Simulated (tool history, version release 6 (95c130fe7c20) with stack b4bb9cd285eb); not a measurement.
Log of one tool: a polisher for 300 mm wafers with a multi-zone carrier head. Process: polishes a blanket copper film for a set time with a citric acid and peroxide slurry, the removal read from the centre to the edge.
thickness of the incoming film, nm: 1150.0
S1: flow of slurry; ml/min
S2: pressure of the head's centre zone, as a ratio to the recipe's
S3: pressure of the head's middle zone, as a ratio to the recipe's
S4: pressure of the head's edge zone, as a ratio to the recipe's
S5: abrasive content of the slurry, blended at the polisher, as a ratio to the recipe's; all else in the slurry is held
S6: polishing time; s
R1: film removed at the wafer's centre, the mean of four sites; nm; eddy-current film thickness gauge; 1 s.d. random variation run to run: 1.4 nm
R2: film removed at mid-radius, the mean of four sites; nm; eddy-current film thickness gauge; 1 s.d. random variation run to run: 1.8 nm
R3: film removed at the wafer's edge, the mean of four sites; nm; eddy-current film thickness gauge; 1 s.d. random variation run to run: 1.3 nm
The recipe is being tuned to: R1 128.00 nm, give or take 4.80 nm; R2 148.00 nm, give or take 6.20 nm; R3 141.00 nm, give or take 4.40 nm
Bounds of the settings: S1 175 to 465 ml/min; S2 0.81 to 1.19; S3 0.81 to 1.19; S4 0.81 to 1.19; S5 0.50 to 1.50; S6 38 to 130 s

run  hour   S1    S2    S3    S4    S5   S6      R1      R2      R3
  1   0.0  295  1.00  1.00  1.00  1.00   84  203.51  197.26  198.85
  2   7.7  290  0.96  1.00  0.97  0.85   80  174.21  177.06  174.98
  3  10.6  290  0.96  1.00  0.97  0.85  100  218.36  223.15  222.11
  4  17.3  290  0.96  0.94  0.97  0.85  100  219.57  213.26  222.49
  5  24.8  290  0.96  0.94  0.97  0.65  100  204.44  199.75  210.06
  6  30.5  285  0.93  0.95  0.94  0.60   94  180.14  179.78  186.59
  7  36.5  280  0.90  0.97  0.91  0.55   91  161.73  172.92  171.08
  8  43.3  275  0.88  0.96  0.89  0.55   89  157.17  171.93  165.94
  9  47.1  260  0.81  0.93  0.88  0.50   74  113.50  129.01  130.44

Which one of the following 4 next-run settings gets every result inside its allowed miss? There is exactly one.
  A  50.9  290  0.90  0.86  0.86  0.50  67   ?   ?   ?
  B  50.9  375  0.84  0.98  0.89  0.50  77   ?   ?   ?
  C  50.9  235  0.81  0.94  0.94  0.50  85   ?   ?   ?
  D  50.9  210  0.88  0.89  0.93  0.55  76   ?   ?   ?

move      R1      R2      R3
   A  117.61  111.50  119.02
   B  129.43  146.24  141.19
   C  130.74  148.75  154.30
   D  129.02  129.22  140.25
A: lands further from the targets than the last run did
B: hits every target within its allowed miss
C: brings the result that was furthest off to its target, and leaves another outside
D: just as far off the targets as the last run
Answer: B
